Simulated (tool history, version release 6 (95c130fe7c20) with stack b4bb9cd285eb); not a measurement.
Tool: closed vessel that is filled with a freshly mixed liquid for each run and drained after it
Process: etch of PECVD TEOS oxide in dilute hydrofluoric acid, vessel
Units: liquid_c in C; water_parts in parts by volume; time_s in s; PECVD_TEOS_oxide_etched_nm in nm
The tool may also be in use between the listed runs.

run  hour  liquid_c  water_parts  time_s  PECVD_TEOS_oxide_etched_nm
  1     0        25          250     165                      17.143
  2   0.9      27.5          250     165                       18.54
  3   1.7        31          250     165                      20.861
  4   5.6      29.5          250     165                      19.819
  5  12.3      30.5          235     165                       22.51
  6  18.5        33          235     165                      24.205
  7  27.4        33          230     165                      24.774
  8  33.9        33          225     165                      25.521

Run 9 comes next. What will it give?
  9  34.4        33          220     165                           ?

Run 9 gave PECVD_TEOS_oxide_etched_nm 26.699 nm.
